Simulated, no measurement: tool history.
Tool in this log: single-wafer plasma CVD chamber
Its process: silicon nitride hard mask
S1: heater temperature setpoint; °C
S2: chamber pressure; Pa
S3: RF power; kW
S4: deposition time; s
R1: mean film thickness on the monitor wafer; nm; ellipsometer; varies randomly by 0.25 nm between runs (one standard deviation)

| run | day | S1 | S2 | S3 | S4 | R1 |
|---|---|---|---|---|---|---|
| 1 | 0.000 | 410 | 141 | 0.245 | 52.0 | 42.302 |
| 2 | 0.238 | 410 | 141 | 0.275 | 52.0 | 45.341 |
| 3 | 0.588 | 410 | 141 | 0.275 | 52.0 | 45.335 |
| 4 | 0.946 | 410 | 153 | 0.280 | 52.0 | 47.368 |
| 5 | 1.296 | 410 | 153 | 0.260 | 52.0 | 45.072 |
| 6 | 1.575 | 410 | 153 | 0.260 | 49.6 | 43.004 |

Run 7 comes next. What will it give?
| 7 | 1.750 | 410 | 163 | 0.275 | 49.9 | ? |

{"run 7": {"R1": 46.18}}

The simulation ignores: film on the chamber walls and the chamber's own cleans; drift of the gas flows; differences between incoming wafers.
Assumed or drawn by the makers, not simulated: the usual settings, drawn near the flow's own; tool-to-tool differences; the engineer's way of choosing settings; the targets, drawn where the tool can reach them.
